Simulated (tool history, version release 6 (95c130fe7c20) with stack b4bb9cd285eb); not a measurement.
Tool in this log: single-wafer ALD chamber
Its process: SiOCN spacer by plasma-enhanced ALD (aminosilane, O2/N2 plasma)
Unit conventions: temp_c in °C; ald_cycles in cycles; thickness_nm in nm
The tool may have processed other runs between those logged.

run	hour	temp_c	ald_cycles	thickness_nm
1	0	380	91	5.4279
2	4.5	380	82	4.8699
3	12	380	80	4.7444
4	19.3	380	78	4.6314
5	21.7	380	76	4.5123
6	28.3	380	86	5.1033
# hour 35.9: thermocouple changed; heater temperature recalibrated
7	35.9	380	83	4.9263
8	42	380	80	4.7687
9	45	380	80	4.7667

For run 10, what comes out?
10	47.7	380	78	?

{"run 10": {"thickness_nm": 4.6634}}

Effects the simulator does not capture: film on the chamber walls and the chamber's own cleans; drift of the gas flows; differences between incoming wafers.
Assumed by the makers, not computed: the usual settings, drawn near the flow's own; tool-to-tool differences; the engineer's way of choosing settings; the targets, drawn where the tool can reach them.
